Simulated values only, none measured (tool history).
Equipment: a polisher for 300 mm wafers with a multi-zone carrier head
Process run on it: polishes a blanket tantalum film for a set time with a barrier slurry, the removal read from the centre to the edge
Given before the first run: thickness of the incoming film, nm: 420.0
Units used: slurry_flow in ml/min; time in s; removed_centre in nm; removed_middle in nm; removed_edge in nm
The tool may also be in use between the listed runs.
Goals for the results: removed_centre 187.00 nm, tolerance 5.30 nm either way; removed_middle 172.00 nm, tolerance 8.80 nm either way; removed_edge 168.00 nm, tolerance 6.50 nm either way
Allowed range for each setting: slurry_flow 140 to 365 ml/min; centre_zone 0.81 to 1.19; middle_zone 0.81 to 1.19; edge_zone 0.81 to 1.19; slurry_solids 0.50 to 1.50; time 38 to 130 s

{"run": 1, "hour": 0.0, "slurry_flow": 235, "centre_zone": 1.0, "middle_zone": 1.0, "edge_zone": 1.0, "slurry_solids": 1.0, "time": 84, "removed_centre": 123.98, "removed_middle": 123.03, "removed_edge": 125.55}
{"run": 2, "hour": 0.5, "slurry_flow": 235, "centre_zone": 1.0, "middle_zone": 1.0, "edge_zone": 0.93, "slurry_solids": 1.0, "time": 84, "removed_centre": 120.25, "removed_middle": 123.1, "removed_edge": 123.24}
{"run": 3, "hour": 4.6, "slurry_flow": 245, "centre_zone": 1.04, "middle_zone": 1.02, "edge_zone": 0.97, "slurry_solids": 1.15, "time": 87, "removed_centre": 138.8, "removed_middle": 137.56, "removed_edge": 134.18}
{"run": 4, "hour": 11.8, "slurry_flow": 250, "centre_zone": 1.06, "middle_zone": 1.02, "edge_zone": 1.0, "slurry_solids": 1.25, "time": 90, "removed_centre": 148.09, "removed_middle": 148.25, "removed_edge": 143.91}
{"run": 5, "hour": 16.7, "slurry_flow": 250, "centre_zone": 1.06, "middle_zone": 1.02, "edge_zone": 1.0, "slurry_solids": 1.25, "time": 101, "removed_centre": 167.69, "removed_middle": 163.2, "removed_edge": 158.89}
{"run": 6, "hour": 22.8, "slurry_flow": 260, "centre_zone": 1.08, "middle_zone": 1.02, "edge_zone": 1.02, "slurry_solids": 1.3, "time": 101, "removed_centre": 172.31, "removed_middle": 160.44, "removed_edge": 165.01}
{"run": 7, "hour": 24.9, "slurry_flow": 265, "centre_zone": 1.1, "middle_zone": 1.04, "edge_zone": 1.02, "slurry_solids": 1.3, "time": 101, "removed_centre": 174.75, "removed_middle": 159.64, "removed_edge": 164.19}
{"run": 8, "hour": 27.3, "slurry_flow": 260, "centre_zone": 1.11, "middle_zone": 1.05, "edge_zone": 1.01, "slurry_solids": 1.35, "time": 101, "removed_centre": 178.75, "removed_middle": 165.83, "removed_edge": 166.2}
{"run": 9, "hour": 32.9, "slurry_flow": 260, "centre_zone": 1.12, "middle_zone": 1.06, "edge_zone": 1.0, "slurry_solids": 1.35, "time": 101, "removed_centre": 178.71, "removed_middle": 169.18, "removed_edge": 164.75}
{"run": 10, "hour": 41.4, "slurry_flow": 265, "centre_zone": 1.13, "middle_zone": 1.06, "edge_zone": 1.0, "slurry_solids": 1.35, "time": 101, "removed_centre": 180.85, "removed_middle": 170.53, "removed_edge": 165.12}

Which of these 5 next moves meets every target?
{"run": "A", "hour": 49.9, "slurry_flow": 220, "centre_zone": 1.16, "middle_zone": 1.09, "edge_zone": 1.03, "slurry_solids": 1.2, "time": 107, "removed_centre": "?", "removed_middle": "?", "removed_edge": "?"}
{"run": "B", "hour": 49.9, "slurry_flow": 275, "centre_zone": 1.1, "middle_zone": 1.09, "edge_zone": 0.96, "slurry_solids": 1.35, "time": 100, "removed_centre": "?", "removed_middle": "?", "removed_edge": "?"}
{"run": "C", "hour": 49.9, "slurry_flow": 270, "centre_zone": 1.14, "middle_zone": 1.09, "edge_zone": 0.89, "slurry_solids": 1.3, "time": 98, "removed_centre": "?", "removed_middle": "?", "removed_edge": "?"}
{"run": "D", "hour": 49.9, "slurry_flow": 265, "centre_zone": 1.1, "middle_zone": 1.03, "edge_zone": 1.04, "slurry_solids": 1.45, "time": 99, "removed_centre": "?", "removed_middle": "?", "removed_edge": "?"}
{"run": "E", "hour": 49.9, "slurry_flow": 265, "centre_zone": 1.04, "middle_zone": 1.04, "edge_zone": 1.01, "slurry_solids": 1.35, "time": 106, "removed_centre": "?", "removed_middle": "?", "removed_edge": "?"}

move=A removed_centre=185.16 removed_middle=171.90 removed_edge=170.62
move=B removed_centre=173.84 removed_middle=169.72 removed_edge=161.61
move=C removed_centre=174.73 removed_middle=164.62 removed_edge=151.45
move=D removed_centre=173.77 removed_middle=161.79 removed_edge=168.37
move=E removed_centre=173.35 removed_middle=172.15 removed_edge=175.08
A: all results land within tolerance of their targets
B: moves away from the targets compared with the last run
C: moves away from the targets compared with the last run
D: moves away from the targets compared with the last run
E: moves away from the targets compared with the last run
Correct choice: A, which meets every target
